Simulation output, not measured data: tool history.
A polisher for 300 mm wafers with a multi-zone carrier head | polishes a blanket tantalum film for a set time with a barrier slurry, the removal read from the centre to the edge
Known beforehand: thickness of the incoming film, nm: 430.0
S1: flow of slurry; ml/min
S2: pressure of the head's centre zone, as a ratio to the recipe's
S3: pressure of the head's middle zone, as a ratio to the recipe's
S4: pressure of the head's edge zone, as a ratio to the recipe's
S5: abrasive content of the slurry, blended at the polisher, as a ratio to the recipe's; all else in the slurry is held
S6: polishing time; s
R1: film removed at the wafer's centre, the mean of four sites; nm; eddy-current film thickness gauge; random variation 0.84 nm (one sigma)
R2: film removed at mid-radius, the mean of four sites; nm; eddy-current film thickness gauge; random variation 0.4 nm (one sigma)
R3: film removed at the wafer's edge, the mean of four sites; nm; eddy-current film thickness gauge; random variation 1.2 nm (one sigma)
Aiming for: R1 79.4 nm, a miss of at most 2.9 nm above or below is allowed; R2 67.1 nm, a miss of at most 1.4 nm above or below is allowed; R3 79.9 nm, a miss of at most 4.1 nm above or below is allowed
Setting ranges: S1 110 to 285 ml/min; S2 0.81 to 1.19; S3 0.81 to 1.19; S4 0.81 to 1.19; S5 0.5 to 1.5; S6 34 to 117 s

run,hour,S1,S2,S3,S4,S5,S6,R1,R2,R3
1,0,180,1,1,1,1,75,115.87,119.56,128.7
2,7.4,175,1.01,0.97,0.98,0.9,72,108.1,108.94,115.32
3,9,170,1.02,0.94,1,0.85,69,105.35,98.939,113.12
4,17.5,170,1.02,0.94,1.04,0.85,69,103.35,98.663,112.06
5,21.4,165,1.02,0.92,1.03,0.8,67,96.909,92.144,106.84
6,25,160,1.03,0.9,1.01,0.75,65,92.33,85.534,99.298
7,26.9,155,1.04,0.88,1,0.7,65,93.566,83.14,97.693
8,28.3,150,1.04,0.87,0.99,0.65,64,88.97,78.883,95.821
9,35.1,150,1.04,0.87,0.97,0.6,63,85.263,75.762,90.036
10,38.1,120,1.04,0.81,0.87,0.5,63,75.273,65.337,77.081
11,40.8,125,1.04,0.81,0.87,0.5,63,77.48,65.015,80.593

Exercise: of the 5 proposed moves below, exactly one satisfies all targets within the stated allowed misses. Which move is it?
A,43.5,155,0.97,0.84,0.93,0.5,60,?,?,?
B,43.5,115,1.11,0.83,0.88,0.55,58,?,?,?
C,43.5,110,1.09,0.86,0.89,0.6,61,?,?,?
D,43.5,115,0.86,0.81,0.93,0.5,71,?,?,?
E,43.5,120,0.98,0.86,0.93,0.55,63,?,?,?

move,R1,R2,R3
A,73.244,67.653,79.642
B,75.684,61.596,73.506
C,78.829,67.328,78.647
D,71.1,72.137,89.444
E,74.189,69.788,82.064
A: puts the biggest miss on target and leaves a different result outside tolerance
B: moves away from the targets compared with the last run
C: meets every target
D: carries the result that was furthest off beyond its target, to the other side
E: carries the result that was furthest off beyond its target, to the other side
C is the move that brings every result within its allowed miss.

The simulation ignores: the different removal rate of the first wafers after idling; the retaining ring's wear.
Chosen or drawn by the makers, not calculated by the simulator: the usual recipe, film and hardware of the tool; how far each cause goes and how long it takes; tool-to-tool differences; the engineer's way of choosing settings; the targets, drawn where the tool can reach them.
